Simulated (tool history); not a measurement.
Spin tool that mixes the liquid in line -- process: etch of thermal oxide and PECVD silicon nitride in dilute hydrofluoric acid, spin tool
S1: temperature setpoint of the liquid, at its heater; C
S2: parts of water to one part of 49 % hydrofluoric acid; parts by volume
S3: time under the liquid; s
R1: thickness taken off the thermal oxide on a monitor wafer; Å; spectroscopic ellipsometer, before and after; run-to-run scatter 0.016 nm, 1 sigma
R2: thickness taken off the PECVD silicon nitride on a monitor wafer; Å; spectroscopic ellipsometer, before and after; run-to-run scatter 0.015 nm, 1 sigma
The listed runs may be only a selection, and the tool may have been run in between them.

Run 1, hour 0.0: S1 20.0 C, S2 145 parts by volume, S3 180 s. Result: R1 50.967 Å, R2 37.743 Å.
Run 2, hour 3.5: S1 20.0 C, S2 170 parts by volume, S3 180 s. Result: R1 42.568 Å, R2 31.697 Å.
Run 3, hour 12.2: S1 19.5 C, S2 180 parts by volume, S3 180 s. Result: R1 38.931 Å, R2 29.116 Å.
Run 4, hour 18.6: S1 19.5 C, S2 200 parts by volume, S3 180 s. Result: R1 34.560 Å, R2 26.666 Å.
Run 5, hour 19.5: S1 19.5 C, S2 240 parts by volume, S3 180 s. Result: R1 27.367 Å, R2 22.272 Å.
Run 6, hour 24.3: S1 19.5 C, S2 240 parts by volume, S3 250 s. Result: R1 38.183 Å, R2 30.495 Å.
Run 7, hour 27.0: S1 17.0 C, S2 250 parts by volume, S3 245 s. Result: R1 32.013 Å, R2 24.382 Å.

Run 8 has not been measured yet. What should we expect?
Run 8, hour 34.5: S1 17.0 C, S2 245 parts by volume, S3 235 s. Result: R1 ?, R2 ?.

Run 8 produced R1 31.800 Å, R2 24.152 Å.
